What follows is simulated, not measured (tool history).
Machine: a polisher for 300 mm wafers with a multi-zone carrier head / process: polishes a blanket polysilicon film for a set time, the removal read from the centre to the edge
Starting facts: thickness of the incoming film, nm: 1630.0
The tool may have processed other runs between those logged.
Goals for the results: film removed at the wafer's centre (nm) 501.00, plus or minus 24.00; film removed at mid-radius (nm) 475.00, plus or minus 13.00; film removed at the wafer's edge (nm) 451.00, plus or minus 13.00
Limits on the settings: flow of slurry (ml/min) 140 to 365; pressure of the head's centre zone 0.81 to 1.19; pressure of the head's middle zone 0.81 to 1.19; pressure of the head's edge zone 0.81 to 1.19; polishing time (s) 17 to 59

run,hour,flow of slurry (ml/min),pressure of the head's centre zone,pressure of the head's middle zone,pressure of the head's edge zone,polishing time (s),film removed at the wafer's centre (nm),film removed at mid-radius (nm),film removed at the wafer's edge (nm)
1,0.0,235,1.00,1.00,1.00,38,398.55,397.68,401.43
2,3.2,250,1.04,1.03,1.03,39,414.57,416.54,422.79
3,11.0,250,1.04,1.03,1.03,45,482.87,489.68,476.10
4,19.3,245,1.05,1.03,1.01,45,484.58,480.71,477.57
5,22.5,245,1.05,1.11,1.01,45,482.41,511.10,477.02
6,31.3,245,0.97,1.11,1.01,45,455.46,516.33,476.34
7,36.6,235,1.01,1.09,0.98,45,469.29,496.93,464.59
8,45.4,230,1.03,1.08,0.96,45,477.11,497.07,465.20

Which of these 5 next moves meets every target?
A,54.2,260,1.00,1.07,1.13,43,?,?,?
B,54.2,245,1.03,1.08,0.99,43,?,?,?
C,54.2,225,1.08,1.10,0.83,46,?,?,?
D,54.2,235,1.14,1.07,0.98,43,?,?,?
E,54.2,240,0.99,0.99,1.03,46,?,?,?

move,film removed at the wafer's centre (nm),film removed at mid-radius (nm),film removed at the wafer's edge (nm)
A,442.51,479.13,478.69
B,450.91,479.86,453.24
C,497.52,516.33,453.07
D,490.58,473.59,450.04
E,464.43,475.76,491.64
A: gets the furthest-off result to its target, but another result is out of tolerance
B: gets the furthest-off result to its target, but another result is out of tolerance
C: its largest miss is bigger than the last run's
D: hits every target within its allowed miss
E: gets the furthest-off result to its target, but another result is out of tolerance
Correct choice: D, which meets every target

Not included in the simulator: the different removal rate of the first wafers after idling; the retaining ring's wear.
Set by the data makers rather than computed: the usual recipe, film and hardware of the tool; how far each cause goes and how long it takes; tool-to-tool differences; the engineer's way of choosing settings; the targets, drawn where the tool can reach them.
